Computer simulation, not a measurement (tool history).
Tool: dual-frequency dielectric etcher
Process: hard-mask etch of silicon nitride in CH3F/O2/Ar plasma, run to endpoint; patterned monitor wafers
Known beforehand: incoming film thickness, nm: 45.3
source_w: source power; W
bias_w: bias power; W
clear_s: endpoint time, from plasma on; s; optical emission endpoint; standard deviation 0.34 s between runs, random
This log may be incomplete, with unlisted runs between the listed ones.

| run | hour | source_w | bias_w | clear_s |
|---|---|---|---|---|
| 1 | 0 | 440 | 84 | 60.909 |
| 2 | 4.4 | 460 | 85 | 59.117 |
| 3 | 9.4 | 410 | 85 | 61.679 |
| 4 | 14.3 | 430 | 86 | 60.638 |
| 5 | 22.8 | 440 | 87 | 59.932 |
| 6 | 30.8 | 450 | 88 | 59.311 |
| 7 | 31.6 | 460 | 89 | 58.207 |
| 8 | 33.7 | 470 | 89 | 58.069 |

Expected results for the next run?
| 9 | 39 | 470 | 89 | ? |

clear_s: 57.992 s
